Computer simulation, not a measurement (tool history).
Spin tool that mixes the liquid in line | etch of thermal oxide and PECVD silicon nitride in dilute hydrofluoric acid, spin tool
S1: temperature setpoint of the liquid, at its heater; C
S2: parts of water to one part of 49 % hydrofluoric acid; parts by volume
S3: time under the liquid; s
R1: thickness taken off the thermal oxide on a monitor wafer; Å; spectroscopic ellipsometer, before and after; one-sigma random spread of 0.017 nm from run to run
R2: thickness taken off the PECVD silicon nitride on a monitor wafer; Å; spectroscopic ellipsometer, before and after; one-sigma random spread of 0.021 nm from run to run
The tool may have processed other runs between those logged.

run 1 hour=0 | S1=21 S2=190 S3=180 | R1=37.697 R2=22.401
run 2 hour=5.8 | S1=20.5 S2=205 S3=180 | R1=33.511 R2=20.202
run 3 hour=9.5 | S1=24 S2=205 S3=180 | R1=38.474 R2=25.715
run 4 hour=12.1 | S1=23 S2=220 S3=180 | R1=33.351 R2=22.559
run 5 hour=20.5 | S1=21.5 S2=220 S3=180 | R1=32.239 R2=20.181
run 6 hour=28.8 | S1=24 S2=220 S3=180 | R1=34.808 R2=24.15
run 7 hour=36.6 | S1=23 S2=230 S3=180 | R1=31.639 R2=21.138

What does the tool deliver on the next run?
run 8 hour=45.5 | S1=22.5 S2=240 S3=180 | R1=? R2=?

{"run 8": {"R1": 29.504, "R2": 20.268}}

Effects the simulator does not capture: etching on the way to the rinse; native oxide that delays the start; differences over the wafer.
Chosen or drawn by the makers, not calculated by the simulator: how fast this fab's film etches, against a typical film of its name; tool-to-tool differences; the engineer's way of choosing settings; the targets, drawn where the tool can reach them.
